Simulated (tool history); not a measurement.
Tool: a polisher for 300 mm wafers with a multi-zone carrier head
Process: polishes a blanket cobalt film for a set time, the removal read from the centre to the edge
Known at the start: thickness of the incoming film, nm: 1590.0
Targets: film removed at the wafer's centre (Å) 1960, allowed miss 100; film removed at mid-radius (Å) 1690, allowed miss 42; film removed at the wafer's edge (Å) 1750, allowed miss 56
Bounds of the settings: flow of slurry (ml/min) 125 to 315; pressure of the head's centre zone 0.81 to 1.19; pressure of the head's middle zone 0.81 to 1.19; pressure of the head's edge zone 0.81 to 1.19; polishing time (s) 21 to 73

run    day  flow of slurry (ml/min)  pressure of the head's centre zone  pressure of the head's middle zone  pressure of the head's edge zone  polishing time (s)  film removed at the wafer's centre (Å)  film removed at mid-radius (Å)  film removed at the wafer's edge (Å)
  1      0                      205                                   1                                   1                                 1                  47                                  2487.8                          2508.6                                2590.5
  2  0.188                      200                                1.02                                0.98                              0.96                  43                                  2372.6                          2266.9                                2279.5
  3  0.533                      200                                1.08                                0.98                              0.96                  43                                  2564.9                          2292.7                                2331.2
  4  0.683                      200                                1.08                                0.98                              0.96                  51                                  3003.4                          2688.4                                2743.1
  5  0.779                      200                                1.08                                0.98                              0.91                  51                                  2989.7                          2709.9                                2692.9
  6  1.054                      190                                1.06                                0.95                              0.89                  46                                  2709.4                          2347.6                                2387.7
  7  1.088                      190                                1.04                                0.94                              0.88                  42                                  2363.4                          2138.5                                2164.4
  8   1.25                      185                                1.04                                0.92                              0.87                  40                                  2272.9                          2031.8                                2026.5
  9  1.492                      175                                1.03                                0.89                              0.86                  39                                  2124.6                          1941.2                                  1955
 10  1.575                      175                                1.04                                0.87                              0.86                  38                                  2086.6                            1831                                1904.6
 11  1.854                      170                                1.04                                0.86                              0.85                  37                                  2060.8                          1811.7                                1836.1
 12  2.021                      165                                1.04                                0.85                              0.85                  37                                  2045.6                          1780.1                                1824.8
 13  2.079                      160                                1.04                                0.84                              0.85                  37                                    2006                          1723.9                                1828.8
 14  2.233                      155                                1.04                                0.84                              0.84                  37                                    1944                          1725.9                                  1767
 15  2.508                      155                                1.05                                0.84                              0.84                  37                                  1979.6                          1733.8                                1811.6

Which of these 4 next moves meets every target?
  A  2.783                      125                                1.05                                0.91                              0.95                  39                                       ?                               ?                                     ?
  B  2.783                      125                                1.05                                0.81                               0.9                  40                                       ?                               ?                                     ?
  C  2.783                      155                                1.12                                0.94                              0.81                  34                                       ?                               ?                                     ?
  D  2.783                      260                                1.06                                0.87                              0.89                  33                                       ?                               ?                                     ?

move  film removed at the wafer's centre (Å)  film removed at mid-radius (Å)  film removed at the wafer's edge (Å)
   A                                    1950                          1794.3                                1928.3
   B                                  1999.1                          1738.1                                1930.4
   C                                  1927.3                          1677.8                                1624.2
   D                                  1943.6                          1703.9                                1750.7
A: further off than the last run
B: further off than the last run
C: takes the result that was furthest off past its target
D: meets every target
Move D is the one to make.
